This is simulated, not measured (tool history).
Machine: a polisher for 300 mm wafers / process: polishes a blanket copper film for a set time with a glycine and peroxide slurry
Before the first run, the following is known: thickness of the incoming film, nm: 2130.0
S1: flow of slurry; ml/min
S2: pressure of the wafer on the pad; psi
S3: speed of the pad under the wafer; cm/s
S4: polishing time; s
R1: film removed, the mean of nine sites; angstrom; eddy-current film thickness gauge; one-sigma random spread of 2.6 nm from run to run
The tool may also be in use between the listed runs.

run,hour,S1,S2,S3,S4,R1
1,0.0,210,3.4,102,30,1598.8
2,0.7,210,3.6,102,30,1666.4
3,4.3,210,3.8,102,30,1744.8
4,5.3,210,3.8,102,27,1599.4
5,14.1,210,3.8,102,27,1578.1
6,16.2,210,3.8,80,27,1271.8
7,21.4,210,4.0,84,27,1408.8

Run 8 is up next; what results do you expect?
8,22.2,210,4.2,88,27,?

R1: 1521.2 angstrom
